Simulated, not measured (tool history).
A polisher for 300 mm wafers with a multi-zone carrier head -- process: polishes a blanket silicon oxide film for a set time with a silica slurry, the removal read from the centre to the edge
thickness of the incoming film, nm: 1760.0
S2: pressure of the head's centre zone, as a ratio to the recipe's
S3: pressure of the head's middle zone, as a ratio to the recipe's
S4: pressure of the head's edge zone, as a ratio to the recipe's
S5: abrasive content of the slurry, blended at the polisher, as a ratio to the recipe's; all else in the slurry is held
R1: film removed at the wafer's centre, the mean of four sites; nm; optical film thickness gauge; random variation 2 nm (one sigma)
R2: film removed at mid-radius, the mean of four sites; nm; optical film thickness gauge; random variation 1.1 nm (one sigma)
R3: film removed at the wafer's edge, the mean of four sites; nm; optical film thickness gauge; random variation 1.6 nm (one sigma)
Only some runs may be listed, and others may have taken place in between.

run 1 day=0.000 | flow_of_slurry_(ml/min)=220 S2=1.00 S3=1.00 S4=1.00 S5=1.00 polishing_time_(s)=71 | R1=177.80 R2=174.51 R3=177.58
run 2 day=0.083 | flow_of_slurry_(ml/min)=220 S2=1.00 S3=1.00 S4=1.00 S5=0.85 polishing_time_(s)=71 | R1=164.24 R2=160.65 R3=164.18
run 3 day=0.108 | flow_of_slurry_(ml/min)=220 S2=0.93 S3=1.00 S4=1.00 S5=0.85 polishing_time_(s)=71 | R1=147.44 R2=159.04 R3=161.30
run 4 day=0.258 | flow_of_slurry_(ml/min)=220 S2=0.96 S3=1.00 S4=1.00 S5=0.85 polishing_time_(s)=71 | R1=157.69 R2=157.15 R3=162.33
run 5 day=0.462 | flow_of_slurry_(ml/min)=220 S2=0.95 S3=0.98 S4=0.97 S5=0.80 polishing_time_(s)=71 | R1=144.57 R2=149.54 R3=154.99
run 6 day=0.654 | flow_of_slurry_(ml/min)=220 S2=0.95 S3=0.91 S4=0.97 S5=0.80 polishing_time_(s)=71 | R1=146.22 R2=140.66 R3=153.70

The next listed run, before its measurement:
run 7 day=0.729 | flow_of_slurry_(ml/min)=220 S2=0.96 S3=0.90 S4=0.94 S5=0.80 polishing_time_(s)=71 | R1=? R2=? R3=?

{"run 7": {"R1": 150.85, "R2": 138.57, "R3": 150.83}}

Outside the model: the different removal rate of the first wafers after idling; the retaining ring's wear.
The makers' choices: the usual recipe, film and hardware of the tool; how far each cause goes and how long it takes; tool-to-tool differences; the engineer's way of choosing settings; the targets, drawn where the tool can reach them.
